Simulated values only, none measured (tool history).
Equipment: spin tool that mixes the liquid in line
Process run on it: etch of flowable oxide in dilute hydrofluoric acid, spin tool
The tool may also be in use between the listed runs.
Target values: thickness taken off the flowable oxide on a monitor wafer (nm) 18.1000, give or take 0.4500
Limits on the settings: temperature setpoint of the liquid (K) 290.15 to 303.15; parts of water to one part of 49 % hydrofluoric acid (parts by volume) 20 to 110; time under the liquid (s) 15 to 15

run	hour	temperature setpoint of the liquid (K)	parts of water to one part of 49 % hydrofluoric acid (parts by volume)	time under the liquid (s)	thickness taken off the flowable oxide on a monitor wafer (nm)
1	0.0	295.15	60	15	4.8219
2	4.6	293.65	60	15	4.5327
3	5.4	291.15	60	15	4.0795
4	13.7	293.65	50	15	5.5225
5	15.9	295.65	45	15	6.6186
6	22.4	295.65	45	15	6.7500
# hour 26.0: thermometer replaced
7	26.0	297.15	40	15	8.8499
8	28.9	298.15	35	15	10.6690
9	29.9	299.15	35	15	10.9190
10	36.8	303.15	20	15	23.4010
11	39.3	300.15	20	15	20.5770

Pick the move, out of 4, that brings all results within their allowed miss; only one does.
A	41.8	298.65	20	15	?
B	41.8	301.15	25	15	?
C	41.8	297.15	20	15	?
D	41.8	298.15	20	15	?

move	thickness taken off the flowable oxide on a monitor wafer (nm)
A	19.3130
B	17.0050
C	18.1330
D	18.9130
A: better than the last run, though not everything is in spec
B: the result that was furthest off in the last run now lies on the other side of its target
C: every result lands within tolerance
D: better than the last run, though not everything is in spec
So the answer is move C, the one that meets all the targets.
